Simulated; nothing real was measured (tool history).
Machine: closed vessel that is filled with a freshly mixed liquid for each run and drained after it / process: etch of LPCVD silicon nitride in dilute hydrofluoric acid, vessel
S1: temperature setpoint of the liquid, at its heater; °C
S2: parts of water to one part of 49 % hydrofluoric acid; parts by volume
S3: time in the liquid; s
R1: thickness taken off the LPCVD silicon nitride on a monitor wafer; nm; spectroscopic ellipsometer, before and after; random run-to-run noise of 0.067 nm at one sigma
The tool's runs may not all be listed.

run 1 hour=0 | S1=20 S2=125 S3=1970 | R1=7.2601
run 2 hour=3.2 | S1=20.5 S2=125 S3=1970 | R1=7.5194
run 3 hour=11 | S1=20.5 S2=125 S3=2125 | R1=8.0647
run 4 hour=17.8 | S1=20.5 S2=150 S3=2125 | R1=6.682
run 5 hour=25.6 | S1=21 S2=150 S3=2125 | R1=7.0016
run 6 hour=34.8 | S1=21 S2=150 S3=1970 | R1=6.4084
run 7 hour=37.9 | S1=21.5 S2=150 S3=1970 | R1=6.7127
run 8 hour=45.4 | S1=22 S2=150 S3=1970 | R1=6.9425
run 9 hour=52 | S1=22.5 S2=150 S3=1970 | R1=7.1337

Run 10 comes next. What will it give?
run 10 hour=56.9 | S1=23 S2=150 S3=1970 | R1=?

Run 10 yielded R1 7.4009 nm.

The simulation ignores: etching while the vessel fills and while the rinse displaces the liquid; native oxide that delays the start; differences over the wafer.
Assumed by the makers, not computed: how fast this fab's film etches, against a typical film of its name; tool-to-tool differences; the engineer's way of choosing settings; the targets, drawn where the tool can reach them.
